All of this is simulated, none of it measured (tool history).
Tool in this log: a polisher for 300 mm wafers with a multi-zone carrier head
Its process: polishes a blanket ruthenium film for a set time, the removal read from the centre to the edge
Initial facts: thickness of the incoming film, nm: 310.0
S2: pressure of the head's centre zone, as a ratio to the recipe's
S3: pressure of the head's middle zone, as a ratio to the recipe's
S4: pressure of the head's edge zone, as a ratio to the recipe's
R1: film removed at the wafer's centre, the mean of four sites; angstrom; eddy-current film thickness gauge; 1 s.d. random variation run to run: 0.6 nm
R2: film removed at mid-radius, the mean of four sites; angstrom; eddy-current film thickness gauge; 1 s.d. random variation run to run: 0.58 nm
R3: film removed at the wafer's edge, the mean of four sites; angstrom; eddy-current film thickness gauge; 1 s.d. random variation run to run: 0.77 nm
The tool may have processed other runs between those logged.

Run 1, hour 0.0: flow of slurry (ml/min) 155, S2 1.00, S3 1.00, S4 1.00, polishing time (s) 70. Result: R1 600.16 angstrom, R2 628.31 angstrom, R3 633.75 angstrom.
Run 2, hour 3.5: flow of slurry (ml/min) 175, S2 1.00, S3 1.04, S4 1.05, polishing time (s) 71. Result: R1 633.71 angstrom, R2 676.51 angstrom, R3 682.45 angstrom.
Run 3, hour 11.6: flow of slurry (ml/min) 175, S2 1.00, S3 0.98, S4 1.05, polishing time (s) 71. Result: R1 641.77 angstrom, R2 649.71 angstrom, R3 693.39 angstrom.
Run 4, hour 14.6: flow of slurry (ml/min) 175, S2 1.00, S3 0.98, S4 1.09, polishing time (s) 71. Result: R1 638.79 angstrom, R2 647.33 angstrom, R3 706.53 angstrom.
Run 5, hour 19.7: flow of slurry (ml/min) 175, S2 1.00, S3 0.98, S4 1.09, polishing time (s) 55. Result: R1 492.84 angstrom, R2 507.91 angstrom, R3 532.55 angstrom.
Run 6, hour 23.2: flow of slurry (ml/min) 190, S2 1.00, S3 1.04, S4 1.11, polishing time (s) 61. Result: R1 567.57 angstrom, R2 609.22 angstrom, R3 618.98 angstrom.
Run 7, hour 29.9: flow of slurry (ml/min) 235, S2 1.00, S3 1.14, S4 1.19, polishing time (s) 67. Result: R1 655.10 angstrom, R2 747.85 angstrom, R3 725.25 angstrom.
Run 8, hour 36.1: flow of slurry (ml/min) 235, S2 1.00, S3 1.14, S4 1.19, polishing time (s) 67. Result: R1 658.84 angstrom, R2 741.62 angstrom, R3 716.59 angstrom.

Estimate the outcome of run 9 from the log above:
Run 9, hour 43.4: flow of slurry (ml/min) 235, S2 0.99, S3 1.14, S4 1.19, polishing time (s) 69. Result: R1 ?, R2 ?, R3 ?.

{"run 9": {"R1": 663.91, "R2": 767.69, "R3": 725.98}}

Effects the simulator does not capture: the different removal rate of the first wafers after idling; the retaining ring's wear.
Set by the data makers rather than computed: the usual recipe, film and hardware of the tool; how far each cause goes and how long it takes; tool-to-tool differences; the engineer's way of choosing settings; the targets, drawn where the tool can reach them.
